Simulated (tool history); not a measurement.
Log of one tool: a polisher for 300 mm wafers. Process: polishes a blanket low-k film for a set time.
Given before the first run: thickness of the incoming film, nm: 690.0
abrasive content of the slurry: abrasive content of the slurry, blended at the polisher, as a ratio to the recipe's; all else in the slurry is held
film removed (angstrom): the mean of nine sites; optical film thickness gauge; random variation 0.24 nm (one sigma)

run  hour  flow of slurry (ml/min)  pressure of the wafer on the pad (kPa)  speed of the pad under the wafer (cm/s)  abrasive content of the slurry  polishing time (s)  film removed (angstrom)
  1     0                      145                                       9                                      116                               1                 122                   337.13
  2   2.5                      145                                     7.6                                      116                               1                 122                   289.93
  3     6                      145                                     7.6                                      116                             1.2                 122                   306.31
  4  12.3                      140                                     6.9                                      116                             1.2                 122                   282.99
  5  21.1                      140                                     6.9                                      116                            1.35                 122                   294.73
  6  27.7                      135                                     6.2                                      116                            1.35                 122                   264.54
  7  34.8                      130                                     6.2                                      116                            1.35                 122                   258.51
  8  38.5                      120                                     6.2                                      116                            1.35                 122                   259.48
  9  46.1                      115                                     6.2                                      116                            1.35                 122                   255.79
 10  54.5                      110                                     6.2                                      116                            1.35                 122                   254.71

Expected results for the next run?
 11  56.1                      105                                     6.2                                      116                            1.35                 122                        ?

{"run 11": {"film removed (angstrom)": 250.13}}

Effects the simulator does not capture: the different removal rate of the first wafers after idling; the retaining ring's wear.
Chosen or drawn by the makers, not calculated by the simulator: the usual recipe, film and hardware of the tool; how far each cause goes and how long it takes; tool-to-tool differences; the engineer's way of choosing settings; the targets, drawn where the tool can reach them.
